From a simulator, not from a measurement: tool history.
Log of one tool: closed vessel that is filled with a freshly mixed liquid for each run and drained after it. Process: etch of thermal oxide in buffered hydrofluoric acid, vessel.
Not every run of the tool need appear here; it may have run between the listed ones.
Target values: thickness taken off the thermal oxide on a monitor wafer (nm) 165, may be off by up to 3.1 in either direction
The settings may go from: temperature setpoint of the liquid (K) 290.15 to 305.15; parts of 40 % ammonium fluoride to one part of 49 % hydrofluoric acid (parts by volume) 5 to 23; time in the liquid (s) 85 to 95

run  hour  temperature setpoint of the liquid (K)  parts of 40 % ammonium fluoride to one part of 49 % hydrofluoric acid (parts by volume)  time in the liquid (s)  thickness taken off the thermal oxide on a monitor wafer (nm)
  1     0                                  297.15                                                                                       14                      85                                                         66.805
  2   7.9                                  297.15                                                                                     10.5                      85                                                         88.313
  3    14                                  298.65                                                                                     10.5                      85                                                         95.886
  4  18.6                                  298.65                                                                                      6.5                      85                                                         150.88
  5  24.5                                  298.65                                                                                      6.5                      85                                                         150.48
  6  30.4                                  298.65                                                                                        9                      85                                                         107.12
  7  37.3                                  299.65                                                                                        8                      85                                                         127.66
  8  38.3                                  300.65                                                                                        8                      85                                                         134.33
  9  44.6                                  301.65                                                                                        8                      85                                                         144.73

Which one of the following 5 next-run settings gets every result inside its allowed miss? There is exactly one.
  A  50.9                                  302.15                                                                                        8                      95                                                              ?
  B  50.9                                  304.15                                                                                      8.5                      95                                                              ?
  C  50.9                                  300.15                                                                                        8                      85                                                              ?
  D  50.9                                  301.15                                                                                        7                      95                                                              ?
  E  50.9                                  302.15                                                                                        7                      90                                                              ?

move  thickness taken off the thermal oxide on a monitor wafer (nm)
   A                                                         162.86
   B                                                         169.37
   C                                                         131.05
   D                                                         178.42
   E                                                          178.2
A: meets every target
B: carries the result that was furthest off beyond its target, to the other side
C: the biggest miss grows against the last run
D: carries the result that was furthest off beyond its target, to the other side
E: carries the result that was furthest off beyond its target, to the other side
Go with A: it meets all targets.

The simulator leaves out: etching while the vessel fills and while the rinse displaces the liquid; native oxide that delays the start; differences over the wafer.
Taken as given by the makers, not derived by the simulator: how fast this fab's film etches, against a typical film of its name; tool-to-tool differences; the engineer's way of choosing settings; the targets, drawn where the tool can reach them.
